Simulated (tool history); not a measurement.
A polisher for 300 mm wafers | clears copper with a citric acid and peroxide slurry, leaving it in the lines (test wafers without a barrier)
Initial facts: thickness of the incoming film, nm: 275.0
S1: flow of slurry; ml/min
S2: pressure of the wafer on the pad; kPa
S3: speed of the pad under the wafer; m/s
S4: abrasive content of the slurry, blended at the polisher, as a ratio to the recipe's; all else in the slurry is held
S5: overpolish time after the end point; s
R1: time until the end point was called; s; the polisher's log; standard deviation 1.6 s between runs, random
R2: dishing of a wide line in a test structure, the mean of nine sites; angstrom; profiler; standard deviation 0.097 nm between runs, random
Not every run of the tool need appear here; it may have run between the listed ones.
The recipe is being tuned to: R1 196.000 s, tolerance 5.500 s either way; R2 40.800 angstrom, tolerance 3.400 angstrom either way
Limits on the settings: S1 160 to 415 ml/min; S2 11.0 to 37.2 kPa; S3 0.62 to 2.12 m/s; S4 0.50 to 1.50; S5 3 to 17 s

run  hour   S1    S2    S3    S4  S5       R1       R2
  1   0.0  265  24.1  1.36  1.00   9   67.757  226.420
  2   8.5  265  22.8  1.28  1.00   8   76.033  196.620
  3  11.8  265  28.3  1.28  1.00   8   62.140  220.160
  4  17.0  255  26.9  1.22  0.95   7   70.688  179.680
  5  18.1  245  26.2  1.16  0.90   7   76.163  166.550
  6  26.3  235  24.8  1.10  0.85   7   87.671  145.850
  7  35.0  225  24.1  1.06  0.80   7   94.295  141.070
  8  42.4  220  23.4  1.02  0.75   7  103.210  127.520
  9  45.9  160  16.5  0.84  0.50   3  205.310   29.752
 10  54.4  165  16.5  0.84  0.50   3  202.330   30.452

Of the 5 settings listed for the next run, only one would bring every result within its allowed miss of target. Which one?
  A  62.9  235  17.2  0.76  0.55   5   ?   ?
  B  62.9  170  13.8  0.94  0.55   5   ?   ?
  C  62.9  160  13.1  1.04  0.55   5   ?   ?
  D  62.9  185  19.3  0.72  0.55   4   ?   ?
  E  62.9  180  14.5  1.02  0.50   3   ?   ?

move       R1      R2
   A  197.320  49.769
   B  203.780  48.166
   C  195.230  50.179
   D  195.480  40.469
   E  186.850  31.891
A: takes the result that was furthest off past its target
B: takes the result that was furthest off past its target
C: takes the result that was furthest off past its target
D: every result lands within tolerance
E: nearer the targets than the last run, but a result is still out of spec
Go with D: it meets all targets.
